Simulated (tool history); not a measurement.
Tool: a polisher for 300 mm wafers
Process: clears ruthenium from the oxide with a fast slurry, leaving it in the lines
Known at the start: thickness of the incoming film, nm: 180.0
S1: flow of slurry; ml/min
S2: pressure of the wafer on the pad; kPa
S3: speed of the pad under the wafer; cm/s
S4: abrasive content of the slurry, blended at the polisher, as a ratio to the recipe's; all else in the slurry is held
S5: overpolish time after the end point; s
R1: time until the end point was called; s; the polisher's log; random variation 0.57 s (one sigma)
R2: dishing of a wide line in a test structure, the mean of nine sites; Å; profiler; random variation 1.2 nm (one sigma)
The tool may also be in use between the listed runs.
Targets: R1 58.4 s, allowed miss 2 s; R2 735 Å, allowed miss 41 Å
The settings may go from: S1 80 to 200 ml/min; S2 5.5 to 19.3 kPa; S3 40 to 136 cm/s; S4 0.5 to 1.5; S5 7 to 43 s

run,hour,S1,S2,S3,S4,S5,R1,R2
1,0,130,12.4,88,1,22,88.248,364.65
2,3.5,130,13.1,88,1,23,82.966,409.24
3,5.2,130,13.1,88,0.9,23,89.208,383.93
4,9.3,130,13.8,88,0.9,24,85.593,412.47
5,16.2,130,11.7,88,0.9,24,100.95,356.04
6,20.7,130,11.7,88,1.1,24,89.79,396.22
7,29.4,130,12.4,88,1.1,25,81.773,435.68
8,35.9,130,12.4,88,1.1,25,81.631,437.23
9,38.3,130,13.1,88,1.1,26,80.596,468.68

4 next moves are on the table. One of them brings every result within its allowed miss. Which?
A,40.7,120,18.6,86,0.75,17,?,?
B,40.7,80,9,94,1,31,?,?
C,40.7,115,15.9,112,1.4,14,?,?
D,40.7,140,13.8,110,1.15,32,?,?

move,R1,R2
A,75.118,335.71
B,128.51,356.21
C,47.911,424.82
D,58.769,733.88
A: nearer than the last run, and not there yet
B: further off than the last run
C: takes the result that was furthest off past its target
D: meets every target
Move D is the one to make.
